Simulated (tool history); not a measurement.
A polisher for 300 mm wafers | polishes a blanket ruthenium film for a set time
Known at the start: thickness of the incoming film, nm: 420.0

| run | hour | flow of slurry (ml/min) | pressure of the wafer on the pad (psi) | speed of the pad under the wafer (m/s) | polishing time (s) | film removed (angstrom) |
|---|---|---|---|---|---|---|
| 1 | 0.0 | 145 | 2.2 | 0.80 | 42 | 383.77 |
| 2 | 2.7 | 150 | 2.5 | 0.80 | 42 | 431.93 |
| 3 | 10.1 | 150 | 2.5 | 0.80 | 38 | 394.86 |
| 4 | 14.6 | 150 | 2.0 | 0.80 | 38 | 314.73 |
| 5 | 15.7 | 150 | 2.2 | 0.80 | 38 | 343.34 |
| 6 | 18.5 | 150 | 2.2 | 0.60 | 38 | 282.68 |
| 7 | 20.0 | 165 | 2.8 | 0.70 | 38 | 412.91 |
| 8 | 22.3 | 165 | 3.0 | 0.70 | 38 | 429.53 |

The next listed run, before its measurement:
| 9 | 29.2 | 165 | 3.2 | 0.72 | 38 | ? |

film removed (angstrom): 470.20

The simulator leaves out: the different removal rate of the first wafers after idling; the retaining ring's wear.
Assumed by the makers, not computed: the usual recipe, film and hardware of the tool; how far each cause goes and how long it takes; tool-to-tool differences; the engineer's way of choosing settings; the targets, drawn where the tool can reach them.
